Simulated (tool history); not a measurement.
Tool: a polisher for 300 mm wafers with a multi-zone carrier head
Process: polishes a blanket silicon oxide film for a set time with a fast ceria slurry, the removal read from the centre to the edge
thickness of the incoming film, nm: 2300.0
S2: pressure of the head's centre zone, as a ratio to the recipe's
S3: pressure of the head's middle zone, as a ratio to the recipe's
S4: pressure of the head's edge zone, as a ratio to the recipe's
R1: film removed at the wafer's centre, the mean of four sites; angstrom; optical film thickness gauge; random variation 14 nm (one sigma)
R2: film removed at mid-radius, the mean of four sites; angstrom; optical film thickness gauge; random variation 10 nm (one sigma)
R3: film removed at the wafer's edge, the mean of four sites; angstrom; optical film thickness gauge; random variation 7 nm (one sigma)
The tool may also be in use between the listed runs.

Run 1, hour 0.0: flow of slurry (ml/min) 175, S2 1.00, S3 1.00, S4 1.00, polishing time (s) 56. Result: R1 7839.0 angstrom, R2 7881.5 angstrom, R3 7817.5 angstrom.
Run 2, hour 4.8: flow of slurry (ml/min) 185, S2 1.03, S3 1.03, S4 1.00, polishing time (s) 56. Result: R1 8237.6 angstrom, R2 8199.8 angstrom, R3 7895.8 angstrom.
Run 3, hour 5.8: flow of slurry (ml/min) 185, S2 1.03, S3 1.03, S4 1.05, polishing time (s) 56. Result: R1 8242.8 angstrom, R2 8157.5 angstrom, R3 7992.4 angstrom.
Run 4, hour 8.3: flow of slurry (ml/min) 185, S2 1.03, S3 1.03, S4 1.01, polishing time (s) 56. Result: R1 7998.7 angstrom, R2 8239.7 angstrom, R3 7918.2 angstrom.
Run 5, hour 10.0: flow of slurry (ml/min) 195, S2 1.06, S3 1.03, S4 0.98, polishing time (s) 57. Result: R1 8538.1 angstrom, R2 8454.7 angstrom, R3 7903.6 angstrom.
Run 6, hour 14.1: flow of slurry (ml/min) 195, S2 1.06, S3 0.95, S4 0.98, polishing time (s) 57. Result: R1 8520.3 angstrom, R2 7630.7 angstrom, R3 7968.1 angstrom.

Forecast run 7:
Run 7, hour 22.4: flow of slurry (ml/min) 200, S2 1.08, S3 0.98, S4 0.98, polishing time (s) 57. Result: R1 ?, R2 ?, R3 ?.

{"run 7": {"R1": 8715.5, "R2": 7987.5, "R3": 8000.9}}
